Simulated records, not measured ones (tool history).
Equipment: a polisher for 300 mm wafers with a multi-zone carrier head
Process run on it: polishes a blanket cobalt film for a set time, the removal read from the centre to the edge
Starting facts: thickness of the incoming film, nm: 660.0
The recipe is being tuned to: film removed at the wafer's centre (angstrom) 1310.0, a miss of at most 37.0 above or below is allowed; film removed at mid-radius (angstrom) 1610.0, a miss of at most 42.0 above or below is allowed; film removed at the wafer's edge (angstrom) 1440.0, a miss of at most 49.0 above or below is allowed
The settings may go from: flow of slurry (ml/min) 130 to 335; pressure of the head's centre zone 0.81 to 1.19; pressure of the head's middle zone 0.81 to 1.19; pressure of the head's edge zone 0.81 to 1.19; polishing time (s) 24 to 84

run  hour  flow of slurry (ml/min)  pressure of the head's centre zone  pressure of the head's middle zone  pressure of the head's edge zone  polishing time (s)  film removed at the wafer's centre (angstrom)  film removed at mid-radius (angstrom)  film removed at the wafer's edge (angstrom)
  1   0.0                      215                                1.00                                1.00                              1.00                  54                                         1743.5                                 1739.9                                       1722.9
  2   2.9                      165                                1.00                                1.00                              1.00                  54                                         1690.2                                 1697.3                                       1672.6
  3  11.6                      215                                1.00                                1.00                              1.00                  54                                         1745.9                                 1727.4                                       1723.6
  4  17.5                      210                                0.98                                1.00                              0.98                  54                                         1697.6                                 1734.3                                       1732.1
  5  18.9                      210                                1.04                                1.00                              0.98                  54                                         1795.4                                 1730.5                                       1691.4
  6  26.7                      210                                1.04                                1.05                              0.98                  54                                         1820.1                                 1787.0                                       1685.3
  7  27.4                      205                                1.02                                1.05                              0.97                  53                                         1724.8                                 1748.1                                       1673.6
  8  31.3                      200                                1.01                                1.07                              0.96                  52                                         1661.6                                 1754.5                                       1615.6
  9  38.9                      195                                1.00                                1.07                              0.95                  52                                         1674.6                                 1732.4                                       1611.7
 10  43.1                      190                                0.98                                1.08                              0.94                  51                                         1567.1                                 1715.1                                       1569.1
 11  44.8                      185                                0.97                                1.08                              0.93                  51                                         1565.4                                 1725.8                                       1561.9
 12  49.4                      180                                0.96                                1.08                              0.92                  51                                         1551.8                                 1725.8                                       1544.1

Exactly one of the 4 candidate moves below puts every result within its allowed miss. Which one?
  A  54.0                      140                                0.87                                1.08                              0.90                  49                                              ?                                      ?                                            ?
  B  54.0                      240                                0.87                                1.10                              1.06                  44                                              ?                                      ?                                            ?
  C  54.0                      165                                0.81                                1.04                              1.09                  47                                              ?                                      ?                                            ?
  D  54.0                      185                                0.83                                1.09                              0.92                  47                                              ?                                      ?                                            ?

move  film removed at the wafer's centre (angstrom)  film removed at mid-radius (angstrom)  film removed at the wafer's edge (angstrom)
   A                                         1318.9                                 1622.6                                       1449.2
   B                                         1246.3                                 1548.3                                       1454.4
   C                                         1199.6                                 1528.6                                       1540.7
   D                                         1242.0                                 1606.8                                       1428.7
A: hits every target within its allowed miss
B: the result that was furthest off in the last run now lies on the other side of its target
C: the result that was furthest off in the last run now lies on the other side of its target
D: the result that was furthest off in the last run now lies on the other side of its target
The move that meets every target is A.

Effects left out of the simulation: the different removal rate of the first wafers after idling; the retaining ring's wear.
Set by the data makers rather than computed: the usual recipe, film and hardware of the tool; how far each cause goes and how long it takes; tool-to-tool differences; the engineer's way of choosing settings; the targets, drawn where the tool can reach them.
